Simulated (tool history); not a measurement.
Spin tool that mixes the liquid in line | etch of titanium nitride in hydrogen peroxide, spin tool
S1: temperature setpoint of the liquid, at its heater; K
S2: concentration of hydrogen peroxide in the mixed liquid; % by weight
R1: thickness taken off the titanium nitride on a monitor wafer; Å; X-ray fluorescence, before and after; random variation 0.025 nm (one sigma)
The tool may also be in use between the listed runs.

run 1 hour=0 | S1=319.15 S2=15 time_under_the_liquid_(s)=290 | R1=77.313
run 2 hour=4.6 | S1=317.65 S2=15 time_under_the_liquid_(s)=290 | R1=68.125
run 3 hour=9.7 | S1=316.15 S2=15 time_under_the_liquid_(s)=290 | R1=61.354
run 4 hour=13.6 | S1=316.15 S2=15 time_under_the_liquid_(s)=290 | R1=61.783
run 5 hour=20.1 | S1=316.15 S2=15 time_under_the_liquid_(s)=315 | R1=67.266
run 6 hour=28.5 | S1=314.65 S2=15 time_under_the_liquid_(s)=315 | R1=59.19
run 7 hour=31.1 | S1=313.65 S2=15 time_under_the_liquid_(s)=315 | R1=55.413
run 8 hour=35.4 | S1=313.15 S2=15 time_under_the_liquid_(s)=315 | R1=53.389
run 9 hour=40.5 | S1=312.65 S2=15 time_under_the_liquid_(s)=315 | R1=51.008
run 10 hour=48.9 | S1=312.15 S2=15 time_under_the_liquid_(s)=315 | R1=48.84
run 11 hour=53.6 | S1=311.65 S2=15 time_under_the_liquid_(s)=315 | R1=46.677
run 12 hour=59.1 | S1=311.15 S2=15 time_under_the_liquid_(s)=315 | R1=45.015

The next listed run, before its measurement:
run 13 hour=62.2 | S1=310.65 S2=15 time_under_the_liquid_(s)=315 | R1=?

{"run 13": {"R1": 44.169}}
